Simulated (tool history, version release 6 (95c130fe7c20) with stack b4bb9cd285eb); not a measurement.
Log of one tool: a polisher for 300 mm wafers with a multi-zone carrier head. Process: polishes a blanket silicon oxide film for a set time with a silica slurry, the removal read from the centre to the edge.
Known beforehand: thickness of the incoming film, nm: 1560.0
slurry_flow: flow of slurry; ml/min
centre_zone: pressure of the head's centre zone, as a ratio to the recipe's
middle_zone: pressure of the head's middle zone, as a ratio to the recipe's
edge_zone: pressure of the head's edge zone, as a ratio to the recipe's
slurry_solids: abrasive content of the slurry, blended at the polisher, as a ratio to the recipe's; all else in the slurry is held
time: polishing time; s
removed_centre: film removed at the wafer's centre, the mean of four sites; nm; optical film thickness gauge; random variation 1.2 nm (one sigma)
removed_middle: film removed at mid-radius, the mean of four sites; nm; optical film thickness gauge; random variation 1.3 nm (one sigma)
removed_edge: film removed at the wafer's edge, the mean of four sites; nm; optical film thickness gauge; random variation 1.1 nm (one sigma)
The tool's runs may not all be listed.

| run | hour | slurry_flow | centre_zone | middle_zone | edge_zone | slurry_solids | time | removed_centre | removed_middle | removed_edge |
|---|---|---|---|---|---|---|---|---|---|---|
| 1 | 0 | 305 | 1 | 1 | 1 | 1 | 70 | 275.59 | 274.59 | 284.8 |
| 2 | 4.3 | 305 | 1 | 1 | 1 | 0.85 | 70 | 251.17 | 253.95 | 261.39 |
| 3 | 7.3 | 310 | 1 | 1.01 | 0.97 | 0.8 | 67 | 229.71 | 238.65 | 235.43 |
| 4 | 15.5 | 310 | 1 | 1.01 | 0.97 | 0.8 | 74 | 254.02 | 262.82 | 261.32 |
| 5 | 19.9 | 315 | 1 | 1.01 | 0.95 | 0.75 | 71 | 234.54 | 242.68 | 241.95 |
| 6 | 27.7 | 310 | 1.01 | 1.02 | 0.93 | 0.7 | 68 | 220.1 | 223.67 | 219.33 |

Run 7 has not been measured yet. What should we expect?
| 7 | 32.7 | 280 | 0.97 | 1.07 | 0.83 | 0.5 | 54 | ? | ? | ? |

Run 7 produced removed_centre 130.13 nm, removed_middle 144.07 nm, removed_edge 128.63 nm.
